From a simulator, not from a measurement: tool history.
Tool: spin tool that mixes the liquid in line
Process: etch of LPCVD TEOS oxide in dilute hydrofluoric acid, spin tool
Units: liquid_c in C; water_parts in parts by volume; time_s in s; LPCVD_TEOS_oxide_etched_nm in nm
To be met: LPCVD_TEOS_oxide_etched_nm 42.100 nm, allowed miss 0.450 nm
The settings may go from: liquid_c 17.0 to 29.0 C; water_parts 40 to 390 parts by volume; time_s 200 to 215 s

run  hour  liquid_c  water_parts  time_s  LPCVD_TEOS_oxide_etched_nm
  1   0.0      21.0          215     200                      23.175
  2   8.6      23.0          200     200                      27.141
  3  13.0      24.5          190     200                      30.660
  4  17.0      23.0          190     200                      28.992
  5  25.9      24.5          185     200                      31.611
  6  33.6      25.5          180     200                      33.841
  7  40.1      26.5          175     200                      36.195
  8  47.2      27.0          170     200                      38.470
  9  50.7      27.5          170     200                      39.120
 10  54.0      28.0          170     200                      39.951
 11  61.7      28.5          170     200                      40.522
 12  64.3      29.0          170     200                      41.302
 13  67.7      29.0          165     200                      42.701

Which of these 4 next moves meets every target?
  A  71.1      27.5          155     200                           ?
  B  71.1      28.5          160     200                           ?
  C  71.1      28.5          165     200                           ?
  D  71.1      29.0          175     215                           ?

move  LPCVD_TEOS_oxide_etched_nm
   A                      43.762
   B                      43.698
   C                      42.111
   D                      42.918
A: further off than the last run
B: further off than the last run
C: meets every target
D: further off than the last run
Answer: C
